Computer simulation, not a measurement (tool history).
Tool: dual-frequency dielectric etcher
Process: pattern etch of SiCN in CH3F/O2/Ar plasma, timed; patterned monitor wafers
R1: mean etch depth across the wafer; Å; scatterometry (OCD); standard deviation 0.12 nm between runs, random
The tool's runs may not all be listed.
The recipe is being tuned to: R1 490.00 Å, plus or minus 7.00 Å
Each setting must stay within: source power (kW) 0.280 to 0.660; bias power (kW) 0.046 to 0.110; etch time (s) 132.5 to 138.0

Run 1, hour 0.0: source power (kW) 0.470, bias power (kW) 0.078, etch time (s) 132.5. Result: R1 588.40 Å.
Run 2, hour 8.5: source power (kW) 0.470, bias power (kW) 0.071, etch time (s) 132.5. Result: R1 565.71 Å.
Run 3, hour 9.1: source power (kW) 0.440, bias power (kW) 0.071, etch time (s) 132.5. Result: R1 545.43 Å.
Run 4, hour 16.4: source power (kW) 0.440, bias power (kW) 0.079, etch time (s) 132.5. Result: R1 571.68 Å.
Run 5, hour 22.7: source power (kW) 0.440, bias power (kW) 0.079, etch time (s) 132.5. Result: R1 568.77 Å.
Run 6, hour 25.6: source power (kW) 0.440, bias power (kW) 0.079, etch time (s) 132.5. Result: R1 569.33 Å.
Run 7, hour 33.3: source power (kW) 0.420, bias power (kW) 0.079, etch time (s) 132.5. Result: R1 555.15 Å.
Run 8, hour 41.4: source power (kW) 0.400, bias power (kW) 0.079, etch time (s) 132.5. Result: R1 541.77 Å.
Run 9, hour 44.9: source power (kW) 0.300, bias power (kW) 0.077, etch time (s) 132.5. Result: R1 451.89 Å.
Run 10, hour 45.9: source power (kW) 0.310, bias power (kW) 0.077, etch time (s) 132.5. Result: R1 460.13 Å.
Run 11, hour 51.0: source power (kW) 0.320, bias power (kW) 0.077, etch time (s) 132.5. Result: R1 469.22 Å.

Exercise: of the 4 proposed moves below, exactly one satisfies all targets within the stated allowed misses. Which move is it?
Run A, hour 56.1: source power (kW) 0.320, bias power (kW) 0.079, etch time (s) 136.0. Result: R1 ?.
Run B, hour 56.1: source power (kW) 0.300, bias power (kW) 0.070, etch time (s) 134.5. Result: R1 ?.
Run C, hour 56.1: source power (kW) 0.330, bias power (kW) 0.072, etch time (s) 136.0. Result: R1 ?.
Run D, hour 56.1: source power (kW) 0.290, bias power (kW) 0.087, etch time (s) 134.5. Result: R1 ?.

move      R1
   A  487.65
   B  439.04
   C  477.57
   D  472.04
A: every result lands within tolerance
B: the biggest miss grows against the last run
C: an improvement on the last run, though not all results are within tolerance
D: an improvement on the last run, though not all results are within tolerance
Correct choice: A, which meets every target
